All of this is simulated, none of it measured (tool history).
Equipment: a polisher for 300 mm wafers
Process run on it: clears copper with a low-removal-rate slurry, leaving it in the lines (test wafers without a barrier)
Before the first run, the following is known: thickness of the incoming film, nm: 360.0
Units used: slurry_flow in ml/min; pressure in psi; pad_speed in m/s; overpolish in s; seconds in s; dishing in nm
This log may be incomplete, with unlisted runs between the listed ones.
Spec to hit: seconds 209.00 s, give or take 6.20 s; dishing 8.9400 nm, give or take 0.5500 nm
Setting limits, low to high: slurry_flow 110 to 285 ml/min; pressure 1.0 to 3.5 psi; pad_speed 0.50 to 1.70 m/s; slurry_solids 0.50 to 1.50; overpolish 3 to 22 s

run 1 hour=0.0 | slurry_flow=180 pressure=2.2 pad_speed=1.10 slurry_solids=1.00 overpolish=11 | seconds=162.07 dishing=20.5590
run 2 hour=2.4 | slurry_flow=185 pressure=2.1 pad_speed=1.10 slurry_solids=1.00 overpolish=10 | seconds=168.41 dishing=18.0800
run 3 hour=7.9 | slurry_flow=185 pressure=1.7 pad_speed=1.10 slurry_solids=1.00 overpolish=10 | seconds=210.35 dishing=14.0960
run 4 hour=8.6 | slurry_flow=185 pressure=1.7 pad_speed=1.10 slurry_solids=1.00 overpolish=9 | seconds=203.86 dishing=13.4470
run 5 hour=12.9 | slurry_flow=185 pressure=1.7 pad_speed=1.10 slurry_solids=1.00 overpolish=11 | seconds=207.69 dishing=15.8550
run 6 hour=19.3 | slurry_flow=215 pressure=1.7 pad_speed=1.10 slurry_solids=1.00 overpolish=11 | seconds=204.14 dishing=16.0010
run 7 hour=20.4 | slurry_flow=225 pressure=1.6 pad_speed=1.10 slurry_solids=1.00 overpolish=5 | seconds=216.49 dishing=7.3450
run 8 hour=25.1 | slurry_flow=220 pressure=1.6 pad_speed=1.10 slurry_solids=1.00 overpolish=5 | seconds=214.61 dishing=7.0921
run 9 hour=30.5 | slurry_flow=215 pressure=1.6 pad_speed=1.10 slurry_solids=1.00 overpolish=5 | seconds=216.37 dishing=7.0474
run 10 hour=32.8 | slurry_flow=215 pressure=1.6 pad_speed=1.10 slurry_solids=1.00 overpolish=5 | seconds=219.62 dishing=7.1427

Of the 4 settings listed for the next run, only one would bring every result within its allowed miss of target. Which one?
run A hour=35.1 | slurry_flow=185 pressure=1.6 pad_speed=1.12 slurry_solids=1.15 overpolish=6 | seconds=? dishing=?
run B hour=35.1 | slurry_flow=200 pressure=1.6 pad_speed=1.20 slurry_solids=0.95 overpolish=5 | seconds=? dishing=?
run C hour=35.1 | slurry_flow=235 pressure=1.5 pad_speed=1.26 slurry_solids=0.95 overpolish=4 | seconds=? dishing=?
run D hour=35.1 | slurry_flow=220 pressure=1.4 pad_speed=1.00 slurry_solids=1.40 overpolish=7 | seconds=? dishing=?

move=A seconds=208.09 dishing=8.9821
move=B seconds=203.53 dishing=7.6895
move=C seconds=202.50 dishing=6.2121
move=D seconds=244.18 dishing=8.9120
A: all results land within tolerance of their targets
B: better than the last run, though not everything is in spec
C: further off than the last run
D: corrects the largest miss of the last run, while another result sits out of spec
Move A is the one to make.
